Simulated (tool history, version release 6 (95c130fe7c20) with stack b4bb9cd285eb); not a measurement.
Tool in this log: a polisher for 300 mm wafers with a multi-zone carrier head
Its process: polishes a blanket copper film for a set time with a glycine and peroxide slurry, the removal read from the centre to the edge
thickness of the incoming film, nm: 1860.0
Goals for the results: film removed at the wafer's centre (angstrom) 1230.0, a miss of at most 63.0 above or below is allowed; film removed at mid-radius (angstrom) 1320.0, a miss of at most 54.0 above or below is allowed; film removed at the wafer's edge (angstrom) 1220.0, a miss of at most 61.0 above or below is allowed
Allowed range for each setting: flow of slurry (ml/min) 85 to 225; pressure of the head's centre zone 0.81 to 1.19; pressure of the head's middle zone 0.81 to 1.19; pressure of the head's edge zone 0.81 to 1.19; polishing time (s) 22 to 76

run,hour,flow of slurry (ml/min),pressure of the head's centre zone,pressure of the head's middle zone,pressure of the head's edge zone,polishing time (s),film removed at the wafer's centre (angstrom),film removed at mid-radius (angstrom),film removed at the wafer's edge (angstrom)
1,0.0,145,1.00,1.00,1.00,49,1969.2,1953.2,1935.4
2,3.5,145,1.00,1.00,1.00,59,2339.6,2391.3,2381.8
3,4.3,145,1.00,1.07,1.00,59,2363.9,2461.7,2372.4
4,12.4,140,0.98,1.07,0.98,53,2065.6,2271.2,2140.4
5,17.2,140,0.98,1.07,0.98,43,1680.6,1790.5,1658.6
6,21.6,140,0.97,1.06,0.98,40,1525.2,1672.6,1544.8
7,23.7,140,0.97,1.05,0.97,38,1433.2,1553.9,1490.5
8,25.7,140,0.98,1.06,0.96,36,1361.3,1540.9,1429.2
9,29.2,140,0.99,1.06,0.97,34,1335.2,1477.4,1313.7
10,33.1,135,0.99,1.05,0.97,34,1284.7,1409.3,1347.6
11,35.4,135,1.00,1.05,0.97,33,1291.9,1353.9,1300.5
12,36.8,135,1.00,1.06,0.96,33,1287.0,1382.1,1267.4

Below are 5 possible settings for the next run. Only one of them brings all results inside the allowed miss of their targets. Which is it?
A,38.2,140,1.07,1.14,0.84,29,?,?,?
B,38.2,130,1.03,1.09,0.98,31,?,?,?
C,38.2,145,1.10,1.07,0.99,31,?,?,?
D,38.2,160,1.05,1.16,0.89,32,?,?,?
E,38.2,165,0.98,1.16,0.96,31,?,?,?

move,film removed at the wafer's centre (angstrom),film removed at mid-radius (angstrom),film removed at the wafer's edge (angstrom)
A,1200.4,1307.3,1060.4
B,1214.2,1325.4,1201.2
C,1328.6,1331.8,1225.3
D,1335.6,1499.9,1219.9
E,1214.0,1460.9,1226.5
A: brings the last run's worst result on target, with another outside its allowed miss
B: each result inside its tolerance
C: brings the last run's worst result on target, with another outside its allowed miss
D: further off than the last run
E: further off than the last run
The right move is B.
